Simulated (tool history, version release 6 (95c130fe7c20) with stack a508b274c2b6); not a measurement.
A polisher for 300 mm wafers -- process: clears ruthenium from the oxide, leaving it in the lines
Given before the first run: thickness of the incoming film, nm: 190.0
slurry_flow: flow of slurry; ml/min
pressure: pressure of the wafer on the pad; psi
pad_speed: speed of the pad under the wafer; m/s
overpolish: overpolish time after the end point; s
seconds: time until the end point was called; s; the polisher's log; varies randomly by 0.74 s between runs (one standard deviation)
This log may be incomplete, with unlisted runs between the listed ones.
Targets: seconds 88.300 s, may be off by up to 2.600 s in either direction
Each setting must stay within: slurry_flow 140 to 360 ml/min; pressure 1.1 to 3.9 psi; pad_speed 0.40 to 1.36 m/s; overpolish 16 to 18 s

run,hour,slurry_flow,pressure,pad_speed,overpolish,seconds
1,0.0,230,2.5,0.88,16,138.140
2,8.7,230,2.7,0.88,16,131.010
3,10.1,230,2.9,0.88,16,124.230
4,16.1,230,3.2,0.88,16,115.900
5,16.7,230,3.7,0.88,16,103.820
6,21.4,230,3.7,0.80,16,112.470
7,22.2,235,3.7,0.82,16,111.860
8,24.4,235,3.7,0.84,16,107.760
9,25.0,235,3.7,0.86,16,103.940
10,32.3,240,3.7,0.86,16,106.390
11,39.3,240,3.7,0.88,16,103.570
12,42.3,240,3.7,0.90,16,100.450
13,44.9,240,3.7,0.92,16,98.407
14,45.6,255,3.9,0.94,16,91.104

Of the 4 settings listed for the next run, only one would bring every result within its allowed miss of target. Which one?
A,46.3,270,3.9,0.98,16,?
B,46.3,205,3.9,0.92,17,?
C,46.3,280,3.7,0.96,18,?
D,46.3,260,3.9,0.90,16,?

move,seconds
A,88.186
B,97.003
C,93.439
D,96.184
A: every result within its allowed miss
B: further off than the last run
C: further off than the last run
D: further off than the last run
Answer: A
